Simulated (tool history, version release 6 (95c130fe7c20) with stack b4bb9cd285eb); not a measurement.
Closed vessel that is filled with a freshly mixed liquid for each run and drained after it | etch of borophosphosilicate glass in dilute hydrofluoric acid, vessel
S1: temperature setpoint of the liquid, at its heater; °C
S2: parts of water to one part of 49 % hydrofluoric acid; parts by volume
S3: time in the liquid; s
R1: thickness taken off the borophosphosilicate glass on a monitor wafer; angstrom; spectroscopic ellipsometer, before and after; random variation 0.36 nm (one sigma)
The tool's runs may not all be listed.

run,day,S1,S2,S3,R1
1,0.000,23.0,265,185,213.44
2,0.212,24.5,240,185,256.63
3,0.425,22.0,240,185,230.91
4,0.517,23.5,220,185,274.82
5,0.708,25.5,220,185,294.36
6,0.754,26.5,205,185,338.29
7,0.962,27.5,195,185,361.79

Forecast run 8:
8,1.183,28.0,185,185,?

Run 8 gave R1 401.29 angstrom.

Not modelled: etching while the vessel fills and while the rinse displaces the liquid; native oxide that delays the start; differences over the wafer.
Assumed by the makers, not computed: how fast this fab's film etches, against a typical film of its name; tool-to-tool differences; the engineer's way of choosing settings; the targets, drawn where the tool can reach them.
